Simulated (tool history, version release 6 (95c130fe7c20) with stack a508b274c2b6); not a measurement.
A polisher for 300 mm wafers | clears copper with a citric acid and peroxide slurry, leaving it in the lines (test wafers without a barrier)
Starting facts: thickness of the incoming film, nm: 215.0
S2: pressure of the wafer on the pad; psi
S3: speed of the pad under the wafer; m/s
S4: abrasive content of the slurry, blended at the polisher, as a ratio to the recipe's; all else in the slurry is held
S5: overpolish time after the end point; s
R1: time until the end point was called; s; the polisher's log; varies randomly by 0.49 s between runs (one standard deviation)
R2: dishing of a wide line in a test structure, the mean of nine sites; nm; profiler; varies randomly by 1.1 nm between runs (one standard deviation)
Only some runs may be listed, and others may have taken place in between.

{"run": 1, "hour": 0.0, "flow of slurry (ml/min)": 220, "S2": 3.3, "S3": 0.86, "S4": 1, "S5": 19, "R1": 103.92, "R2": 25.528}
{"run": 2, "hour": 1.1, "flow of slurry (ml/min)": 270, "S2": 3.3, "S3": 0.86, "S4": 1, "S5": 19, "R1": 103.02, "R2": 25.46}
{"run": 3, "hour": 4.9, "flow of slurry (ml/min)": 270, "S2": 3.9, "S3": 0.88, "S4": 1, "S5": 21, "R1": 84.798, "R2": 33.274}
{"run": 4, "hour": 12.6, "flow of slurry (ml/min)": 270, "S2": 4.3, "S3": 0.88, "S4": 1, "S5": 22, "R1": 77.341, "R2": 37.376}
{"run": 5, "hour": 18.2, "flow of slurry (ml/min)": 270, "S2": 4.8, "S3": 0.88, "S4": 1, "S5": 22, "R1": 69.727, "R2": 41.12}
{"run": 6, "hour": 25.6, "flow of slurry (ml/min)": 305, "S2": 4.8, "S3": 0.88, "S4": 1, "S5": 22, "R1": 67.229, "R2": 39.884}

Expected results for the next run?
{"run": 7, "hour": 32.4, "flow of slurry (ml/min)": 305, "S2": 4.9, "S3": 0.9, "S4": 1, "S5": 23, "R1": "?", "R2": "?"}

Run 7 gave R1 64.935 s, R2 43.352 nm.

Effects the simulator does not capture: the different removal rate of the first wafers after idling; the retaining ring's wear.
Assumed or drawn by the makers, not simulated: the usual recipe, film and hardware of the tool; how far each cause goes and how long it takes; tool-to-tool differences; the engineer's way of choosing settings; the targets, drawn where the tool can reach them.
